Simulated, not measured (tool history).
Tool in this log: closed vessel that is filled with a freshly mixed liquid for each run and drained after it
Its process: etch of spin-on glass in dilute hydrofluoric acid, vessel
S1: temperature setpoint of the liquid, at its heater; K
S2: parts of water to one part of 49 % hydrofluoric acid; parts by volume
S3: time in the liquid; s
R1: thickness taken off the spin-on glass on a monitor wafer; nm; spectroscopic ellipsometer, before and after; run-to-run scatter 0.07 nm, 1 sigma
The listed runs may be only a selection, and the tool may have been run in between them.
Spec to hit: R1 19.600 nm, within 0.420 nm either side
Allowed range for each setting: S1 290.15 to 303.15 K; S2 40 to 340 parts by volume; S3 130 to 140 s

run,day,S1,S2,S3,R1
1,0.000,295.15,190,130,38.000
2,0.321,294.15,205,130,33.254
3,0.496,294.15,140,130,52.144
4,0.775,294.15,90,130,86.577
5,1.033,293.65,120,130,61.321
6,1.154,297.15,120,130,70.657
7,1.196,293.15,195,130,34.018
8,1.512,293.15,195,130,34.370
9,1.550,292.65,205,130,31.508
10,1.638,292.15,215,130,29.503
11,1.929,291.65,225,130,27.032
12,2.125,291.65,230,130,26.405
13,2.254,290.15,275,130,20.067

Below are 4 possible settings for the next run. Only one of them brings all results inside the allowed miss of their targets. Which is it?
A,2.383,290.15,270,130,?
B,2.383,292.65,290,130,?
C,2.383,290.15,290,130,?
D,2.383,290.15,300,140,?

move,R1
A,20.614
B,20.723
C,18.869
D,19.479
A: its largest miss is bigger than the last run's
B: its largest miss is bigger than the last run's
C: pushes the last run's worst result past its target
D: in spec on every target
So the answer is move D, the one that meets all the targets.
